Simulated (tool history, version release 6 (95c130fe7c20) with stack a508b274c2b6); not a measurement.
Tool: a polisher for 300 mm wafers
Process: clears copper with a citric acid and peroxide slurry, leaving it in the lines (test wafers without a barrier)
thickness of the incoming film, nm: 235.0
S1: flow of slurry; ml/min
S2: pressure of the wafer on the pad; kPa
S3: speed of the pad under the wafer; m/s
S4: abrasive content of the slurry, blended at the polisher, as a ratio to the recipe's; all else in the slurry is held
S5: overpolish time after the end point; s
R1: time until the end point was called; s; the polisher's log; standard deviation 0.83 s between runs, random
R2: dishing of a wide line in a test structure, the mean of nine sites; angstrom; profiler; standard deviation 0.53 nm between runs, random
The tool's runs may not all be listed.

run    day   S1    S2    S3   S4  S5      R1      R2
  1  0.000  230  24.1  0.92  1.0  28  102.39  363.80
  2  0.183  230  24.1  0.92  1.0  37  103.16  422.73
  3  0.425  180  24.1  0.92  1.0  37  107.75  414.95
  4  0.562  205  24.1  0.92  1.0  37  106.01  419.58
  5  0.875  215  24.1  0.92  1.0  38  105.92  425.61
  6  0.904  215  24.1  0.92  1.0  47  105.70  490.44
  7  1.258  225  24.1  0.92  1.0  46  105.12  475.39
  8  1.371  235  24.1  0.92  1.0  46  102.03  481.95
  9  1.496  245  24.1  0.92  1.0  46  103.25  487.77
 10  1.817  245  24.1  0.92  1.0  46  102.57  477.98
 11  1.946  255  24.1  0.92  1.0  46  100.95  487.43

The next listed run, before its measurement:
 12  2.183  260  24.1  0.92  1.0  46   ?   ?

Logged for run 12: R1 101.35 s, R2 478.35 angstrom.
